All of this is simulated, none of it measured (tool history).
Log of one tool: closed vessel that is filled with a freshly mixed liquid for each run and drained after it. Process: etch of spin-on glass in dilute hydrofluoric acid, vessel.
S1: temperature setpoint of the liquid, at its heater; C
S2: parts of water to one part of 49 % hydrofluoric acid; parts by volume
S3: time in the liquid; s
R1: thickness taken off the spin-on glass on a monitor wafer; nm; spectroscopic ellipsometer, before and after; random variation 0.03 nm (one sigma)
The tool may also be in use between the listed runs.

| run | hour | S1 | S2 | S3 | R1 |
|---|---|---|---|---|---|
| 1 | 0 | 25 | 225 | 30 | 4.6769 |
| 2 | 7.7 | 27 | 205 | 30 | 5.6449 |
| 3 | 11.7 | 28.5 | 190 | 30 | 6.5118 |
| 4 | 16.8 | 29.5 | 180 | 30 | 7.2595 |
| 5 | 19 | 29.5 | 180 | 30 | 7.3057 |
| 6 | 24.4 | 31 | 180 | 30 | 7.6585 |
| 7 | 26.7 | 31.5 | 175 | 30 | 8.0488 |
| 8 | 35.5 | 32 | 170 | 30 | 8.4984 |
| 9 | 42.8 | 32 | 165 | 30 | 8.8033 |
| 10 | 45.6 | 32 | 160 | 30 | 9.1382 |

Forecast run 11:
| 11 | 48.4 | 32.5 | 155 | 30 | ? |

R1: 9.6747 nm

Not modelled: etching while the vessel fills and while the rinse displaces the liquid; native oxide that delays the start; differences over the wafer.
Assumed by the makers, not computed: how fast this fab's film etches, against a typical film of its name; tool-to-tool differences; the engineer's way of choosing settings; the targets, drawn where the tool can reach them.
